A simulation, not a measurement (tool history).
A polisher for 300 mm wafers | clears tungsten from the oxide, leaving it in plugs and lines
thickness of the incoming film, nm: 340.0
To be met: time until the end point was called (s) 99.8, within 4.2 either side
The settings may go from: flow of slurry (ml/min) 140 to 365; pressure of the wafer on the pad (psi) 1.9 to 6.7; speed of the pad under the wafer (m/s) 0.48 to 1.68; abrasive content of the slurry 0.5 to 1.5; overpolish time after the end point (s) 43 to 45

run  hour  flow of slurry (ml/min)  pressure of the wafer on the pad (psi)  speed of the pad under the wafer (m/s)  abrasive content of the slurry  overpolish time after the end point (s)  time until the end point was called (s)
  1     0                      235                                     4.3                                    1.08                               1                                       43                                   63.034
  2   7.5                      235                                     4.3                                    1.08                               1                                       45                                   63.489
  3  11.5                      235                                     3.9                                    1.08                               1                                       45                                   72.103
  4  20.3                      235                                     3.6                                    1.08                               1                                       45                                   75.629
  5  23.1                      235                                     3.6                                     1.3                               1                                       45                                   63.659
  6    30                      270                                     3.6                                     1.3                               1                                       45                                   61.025
  7  31.3                      260                                     3.2                                     1.3                               1                                       45                                   70.324
  8  36.5                      255                                     2.9                                     1.3                               1                                       45                                   76.505
  9  40.3                      250                                     1.9                                    1.28                               1                                       45                                    117.9
 10  43.5                      260                                       2                                    1.28                               1                                       45                                   114.05
 11  44.1                      260                                     2.1                                    1.28                               1                                       45                                   104.34
 12  52.2                      265                                     2.1                                    1.28                               1                                       45                                   109.24
 13    56                      265                                     2.5                                    1.28                               1                                       45                                   88.596
 14  62.9                      255                                     2.5                                    1.28                               1                                       45                                   91.243
 15    71                      250                                     2.4                                    1.28                               1                                       45                                    94.13

Of the 5 settings listed for the next run, only one would bring every result within its allowed miss of target. Which one?
  A  79.1                      245                                     3.1                                    0.94                               1                                       45                                        ?
  B  79.1                      245                                       3                                    0.84                             1.1                                       45                                        ?
  C  79.1                      210                                     2.1                                    1.66                            0.75                                       43                                        ?
  D  79.1                      255                                       2                                    1.26                            0.95                                       43                                        ?
  E  79.1                      255                                     2.9                                    1.12                               1                                       43                                        ?

move  time until the end point was called (s)
   A                                   98.592
   B                                   111.22
   C                                   88.099
   D                                   113.19
   E                                   88.358
A: all results land within tolerance of their targets
B: carries the result that was furthest off beyond its target, to the other side
C: further off than the last run
D: carries the result that was furthest off beyond its target, to the other side
E: further off than the last run
The right move is A.
